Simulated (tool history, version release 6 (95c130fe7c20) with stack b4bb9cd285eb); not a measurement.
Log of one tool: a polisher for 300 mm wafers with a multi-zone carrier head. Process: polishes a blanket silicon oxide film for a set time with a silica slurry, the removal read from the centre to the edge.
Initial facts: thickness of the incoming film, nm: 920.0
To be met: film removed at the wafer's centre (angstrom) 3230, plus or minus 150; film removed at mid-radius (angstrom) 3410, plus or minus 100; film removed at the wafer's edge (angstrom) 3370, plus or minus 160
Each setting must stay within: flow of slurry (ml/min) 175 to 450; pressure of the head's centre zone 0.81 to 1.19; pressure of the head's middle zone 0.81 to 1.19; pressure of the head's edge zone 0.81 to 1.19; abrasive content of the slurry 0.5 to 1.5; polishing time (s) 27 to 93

| run | day | flow of slurry (ml/min) | pressure of the head's centre zone | pressure of the head's middle zone | pressure of the head's edge zone | abrasive content of the slurry | polishing time (s) | film removed at the wafer's centre (angstrom) | film removed at mid-radius (angstrom) | film removed at the wafer's edge (angstrom) |
|---|---|---|---|---|---|---|---|---|---|---|
| 1 | 0 | 290 | 1 | 1 | 1 | 1 | 59 | 2297.8 | 2288.9 | 2316.5 |
| 2 | 0.221 | 290 | 0.97 | 1 | 1 | 1 | 59 | 2226.1 | 2329.2 | 2309.5 |
| 3 | 0.258 | 295 | 0.98 | 1.02 | 1.03 | 1.1 | 60 | 2403 | 2479.1 | 2531.2 |
| 4 | 0.392 | 295 | 0.98 | 1.02 | 1.03 | 1.1 | 54 | 2133.2 | 2249.9 | 2229.3 |
| 5 | 0.5 | 295 | 0.93 | 1.02 | 1.03 | 1.1 | 54 | 2006 | 2258.2 | 2225.3 |
| 6 | 0.721 | 300 | 0.95 | 1.05 | 1.05 | 1.2 | 56 | 2302.5 | 2455.3 | 2418.4 |
| 7 | 0.75 | 300 | 0.94 | 1.07 | 1.06 | 1.25 | 58 | 2363.3 | 2601.8 | 2633.9 |
| 8 | 1.017 | 305 | 0.95 | 1.09 | 1.05 | 1.3 | 59 | 2511.8 | 2727 | 2670 |
| 9 | 1.292 | 305 | 0.96 | 1.11 | 1.06 | 1.35 | 61 | 2620.9 | 2872.1 | 2755.5 |
| 10 | 1.608 | 310 | 0.97 | 1.12 | 1.07 | 1.4 | 63 | 2759.1 | 3076.5 | 3054.7 |
| 11 | 1.796 | 310 | 0.97 | 1.12 | 1.07 | 1.4 | 63 | 2751.9 | 3010 | 2969.1 |
| 12 | 1.942 | 310 | 0.97 | 1.12 | 1.07 | 1.4 | 63 | 2712.1 | 3065.4 | 3006 |
| 13 | 1.988 | 315 | 1 | 1.12 | 1.07 | 1.4 | 64 | 2929.6 | 3075.1 | 3010.6 |
| 14 | 2.204 | 315 | 1 | 1.13 | 1.08 | 1.4 | 65 | 2954.4 | 3175.8 | 3077.2 |
| 15 | 2.45 | 320 | 1.01 | 1.13 | 1.09 | 1.4 | 65 | 3020.7 | 3153.1 | 3153.7 |

4 candidate next runs follow, results not yet known. Just one meets every target within its allowed miss. Identify it.
| A | 2.696 | 330 | 1.19 | 1.1 | 1.04 | 1.45 | 64 | ? | ? | ? |
| B | 2.696 | 405 | 1.16 | 0.98 | 1.05 | 1.35 | 64 | ? | ? | ? |
| C | 2.696 | 380 | 1 | 1.11 | 1.07 | 1.35 | 70 | ? | ? | ? |
| D | 2.696 | 285 | 0.97 | 1.19 | 1.02 | 1.5 | 73 | ? | ? | ? |

| move | film removed at the wafer's centre (angstrom) | film removed at mid-radius (angstrom) | film removed at the wafer's edge (angstrom) |
|---|---|---|---|
| A | 3535.2 | 3135.7 | 2992.8 |
| B | 3417.4 | 2939.6 | 2969.6 |
| C | 3202.8 | 3398.9 | 3262.7 |
| D | 3268.5 | 3714.3 | 3381.2 |
A: lands further from the targets than the last run did
B: lands further from the targets than the last run did
C: every result within its allowed miss
D: takes the result that was furthest off past its target
So the answer is move C, the one that meets all the targets.

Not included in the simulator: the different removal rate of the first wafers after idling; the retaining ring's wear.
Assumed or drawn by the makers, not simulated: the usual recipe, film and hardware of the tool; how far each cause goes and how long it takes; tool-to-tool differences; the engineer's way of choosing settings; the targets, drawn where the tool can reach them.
